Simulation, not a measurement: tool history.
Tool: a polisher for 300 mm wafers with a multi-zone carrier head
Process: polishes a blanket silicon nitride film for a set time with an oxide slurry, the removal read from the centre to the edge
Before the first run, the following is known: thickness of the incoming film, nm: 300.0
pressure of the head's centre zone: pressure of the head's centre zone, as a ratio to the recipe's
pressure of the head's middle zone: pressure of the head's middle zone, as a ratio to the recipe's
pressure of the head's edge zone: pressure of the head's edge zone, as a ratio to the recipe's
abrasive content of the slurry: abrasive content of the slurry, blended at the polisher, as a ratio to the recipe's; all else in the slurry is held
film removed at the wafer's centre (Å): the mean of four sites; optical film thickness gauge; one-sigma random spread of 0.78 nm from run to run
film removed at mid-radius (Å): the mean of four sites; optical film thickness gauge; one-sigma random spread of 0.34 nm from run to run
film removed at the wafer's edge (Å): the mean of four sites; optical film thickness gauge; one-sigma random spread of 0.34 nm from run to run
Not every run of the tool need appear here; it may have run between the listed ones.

run,hour,flow of slurry (ml/min),pressure of the head's centre zone,pressure of the head's middle zone,pressure of the head's edge zone,abrasive content of the slurry,polishing time (s),film removed at the wafer's centre (Å),film removed at mid-radius (Å),film removed at the wafer's edge (Å)
1,0,295,1,1,1,1,61,476.67,480.55,484.79
2,7.6,310,1.03,1.02,1,1,61,501.05,494.46,487.02
3,16.2,325,1.05,1.03,1.01,1,61,512.48,496.88,494.32
4,19.4,325,1.05,1.03,1.01,0.85,61,495.67,465.42,461.07
5,21.7,255,1.05,1.03,1.01,0.85,61,469.63,455.23,450.04
6,28.7,280,1.08,1.06,1.03,0.85,61,474.61,472.85,459
7,37.6,310,1.1,1.07,1.03,0.9,61,511.1,490.41,473.92

Estimate the outcome of run 8 from the log above:
8,43.7,330,1.12,1.08,1.04,0.9,61,?,?,?

Run 8 yielded film removed at the wafer's centre (Å) 525.28, film removed at mid-radius (Å) 498.84, film removed at the wafer's edge (Å) 483.24.
